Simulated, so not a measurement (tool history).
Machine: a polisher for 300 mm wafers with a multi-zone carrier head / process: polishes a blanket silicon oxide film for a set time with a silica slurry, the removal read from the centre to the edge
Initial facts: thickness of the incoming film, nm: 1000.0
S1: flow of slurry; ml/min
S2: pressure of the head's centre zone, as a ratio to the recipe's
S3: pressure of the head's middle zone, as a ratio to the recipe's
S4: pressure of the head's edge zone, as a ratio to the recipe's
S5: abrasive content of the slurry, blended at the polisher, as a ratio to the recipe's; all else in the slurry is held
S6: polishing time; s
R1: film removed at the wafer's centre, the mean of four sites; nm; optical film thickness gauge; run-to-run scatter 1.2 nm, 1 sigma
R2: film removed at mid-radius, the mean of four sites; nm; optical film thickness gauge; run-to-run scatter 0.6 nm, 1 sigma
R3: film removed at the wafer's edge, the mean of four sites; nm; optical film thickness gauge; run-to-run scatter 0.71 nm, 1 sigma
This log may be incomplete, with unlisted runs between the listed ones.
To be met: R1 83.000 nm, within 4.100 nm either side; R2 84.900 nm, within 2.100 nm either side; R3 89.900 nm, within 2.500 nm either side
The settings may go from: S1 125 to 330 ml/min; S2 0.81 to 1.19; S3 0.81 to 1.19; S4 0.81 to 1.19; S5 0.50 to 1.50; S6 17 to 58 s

run	hour	S1	S2	S3	S4	S5	S6	R1	R2	R3
1	0.0	210	1.00	1.00	1.00	1.00	37	141.300	134.330	137.780
2	8.1	210	1.00	1.00	1.07	1.00	37	139.320	134.560	140.990
3	10.9	230	1.00	1.00	1.07	1.00	37	138.850	136.740	141.940
4	19.1	260	1.00	1.00	1.07	1.00	37	141.050	137.810	145.030
5	22.4	250	0.98	0.99	1.05	0.90	36	128.250	127.600	131.120
6	24.9	245	0.96	0.97	1.04	0.85	35	119.950	119.080	125.310
7	31.2	240	0.94	0.96	1.02	0.80	34	113.150	108.870	117.900
8	35.4	240	0.93	0.96	1.01	0.75	33	105.250	103.950	110.120
9	41.1	235	0.91	0.96	1.00	0.70	33	96.479	99.877	104.990
10	42.7	225	0.90	0.95	0.98	0.70	33	95.537	98.585	103.970
11	50.8	215	0.89	0.94	0.96	0.70	33	94.940	98.106	102.760
12	52.2	210	0.88	0.93	0.94	0.70	33	92.818	96.541	99.878
13	61.1	205	0.87	0.92	0.93	0.70	33	91.008	94.299	101.280
14	67.1	200	0.87	0.92	0.91	0.70	33	92.315	94.296	100.010
15	69.2	160	0.81	0.87	0.82	0.55	33	73.494	78.665	82.258
16	73.5	170	0.82	0.87	0.83	0.55	33	73.763	78.816	83.987
17	76.6	180	0.83	0.87	0.83	0.55	33	75.593	78.801	83.272

Below are 5 possible settings for the next run. Only one of them brings all results inside the allowed miss of their targets. Which is it?
A	79.7	295	0.83	0.85	0.83	0.50	35	?	?	?
B	79.7	215	0.86	0.90	0.81	0.75	29	?	?	?
C	79.7	125	0.89	0.81	0.81	0.65	33	?	?	?
D	79.7	185	0.93	0.86	0.90	0.50	37	?	?	?
E	79.7	275	0.94	0.86	0.98	0.65	27	?	?	?

move	R1	R2	R3
A	83.133	84.057	89.585
B	82.960	85.175	86.446
C	80.486	74.334	85.009
D	91.865	84.174	93.662
E	81.883	73.728	84.203
A: all results land within tolerance of their targets
B: gets the furthest-off result to its target, but another result is out of tolerance
C: further off than the last run
D: gets the furthest-off result to its target, but another result is out of tolerance
E: further off than the last run
Move A is the one to make.

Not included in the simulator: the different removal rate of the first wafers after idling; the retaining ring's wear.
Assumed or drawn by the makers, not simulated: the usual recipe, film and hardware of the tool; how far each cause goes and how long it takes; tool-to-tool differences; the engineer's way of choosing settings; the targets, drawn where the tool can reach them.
